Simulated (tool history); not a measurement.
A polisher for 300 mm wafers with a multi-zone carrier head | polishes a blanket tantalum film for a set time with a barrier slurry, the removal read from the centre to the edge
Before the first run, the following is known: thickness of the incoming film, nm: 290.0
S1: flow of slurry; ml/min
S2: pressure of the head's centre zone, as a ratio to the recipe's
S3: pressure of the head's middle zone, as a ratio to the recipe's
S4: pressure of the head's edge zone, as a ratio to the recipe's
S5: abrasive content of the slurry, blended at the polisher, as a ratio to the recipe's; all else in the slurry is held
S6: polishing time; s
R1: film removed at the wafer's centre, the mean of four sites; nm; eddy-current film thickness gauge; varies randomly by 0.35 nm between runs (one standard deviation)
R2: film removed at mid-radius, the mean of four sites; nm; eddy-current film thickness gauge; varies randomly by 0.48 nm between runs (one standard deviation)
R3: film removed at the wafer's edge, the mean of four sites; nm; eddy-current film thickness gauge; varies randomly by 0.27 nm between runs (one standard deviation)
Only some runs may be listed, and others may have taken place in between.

run,hour,S1,S2,S3,S4,S5,S6,R1,R2,R3
1,0.0,275,1.00,1.00,1.00,1.00,56,69.591,70.574,71.587
2,6.0,225,1.00,1.00,1.00,1.00,56,68.606,69.786,70.738
3,10.3,220,0.96,0.99,0.99,0.90,51,57.383,60.024,60.552
4,12.3,220,0.96,0.99,0.99,0.80,51,53.923,56.536,57.644
5,19.8,220,0.96,0.99,0.92,0.80,51,53.850,56.962,56.375
6,27.9,215,0.93,0.98,0.92,0.75,49,49.318,51.623,52.565
7,30.1,210,0.90,0.99,0.93,0.70,47,42.934,48.457,48.237
8,37.0,190,0.81,0.89,0.87,0.50,42,27.131,30.816,32.308

Run 9, settings as shown, results not yet in. Your forecast:
9,37.9,215,0.82,0.91,0.89,0.50,42,?,?,?

Run 9 gave R1 27.560 nm, R2 31.744 nm, R3 32.870 nm.

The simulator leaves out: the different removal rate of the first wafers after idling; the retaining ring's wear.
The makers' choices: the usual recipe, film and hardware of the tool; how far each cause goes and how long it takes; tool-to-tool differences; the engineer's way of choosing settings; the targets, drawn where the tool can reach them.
